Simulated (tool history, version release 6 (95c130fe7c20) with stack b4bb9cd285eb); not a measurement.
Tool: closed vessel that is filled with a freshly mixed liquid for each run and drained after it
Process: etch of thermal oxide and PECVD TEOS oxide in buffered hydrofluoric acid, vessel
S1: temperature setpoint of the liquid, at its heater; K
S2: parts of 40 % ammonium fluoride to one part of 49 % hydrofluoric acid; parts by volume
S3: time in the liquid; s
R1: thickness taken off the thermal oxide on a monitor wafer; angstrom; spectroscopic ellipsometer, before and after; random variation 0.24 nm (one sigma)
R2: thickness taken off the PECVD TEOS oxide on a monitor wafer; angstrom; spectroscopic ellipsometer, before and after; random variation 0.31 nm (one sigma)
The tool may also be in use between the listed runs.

run 1 day=0 | S1=296.15 S2=11.5 S3=60 | R1=519.22 R2=712.49
run 2 day=0.108 | S1=294.15 S2=12.5 S3=60 | R1=422.08 R2=586.39
run 3 day=0.417 | S1=296.15 S2=12.5 S3=60 | R1=475.87 R2=658.31
run 4 day=0.708 | S1=296.15 S2=15.5 S3=60 | R1=384.53 R2=531.33
run 5 day=0.925 | S1=296.15 S2=15.5 S3=70 | R1=447.9 R2=624.07
run 6 day=1 | S1=294.15 S2=15.5 S3=70 | R1=404.42 R2=559.19
run 7 day=1.067 | S1=293.15 S2=16 S3=70 | R1=368.73 R2=501.92
run 8 day=1.112 | S1=292.15 S2=16.5 S3=70 | R1=337.11 R2=466.37
run 9 day=1.379 | S1=291.65 S2=17 S3=70 | R1=316.55 R2=436.99
run 10 day=1.546 | S1=291.15 S2=17 S3=70 | R1=307.45 R2=424.61

Forecast run 11:
run 11 day=1.629 | S1=290.65 S2=17 S3=70 | R1=? R2=?

{"run 11": {"R1": 296.76, "R2": 420.04}}

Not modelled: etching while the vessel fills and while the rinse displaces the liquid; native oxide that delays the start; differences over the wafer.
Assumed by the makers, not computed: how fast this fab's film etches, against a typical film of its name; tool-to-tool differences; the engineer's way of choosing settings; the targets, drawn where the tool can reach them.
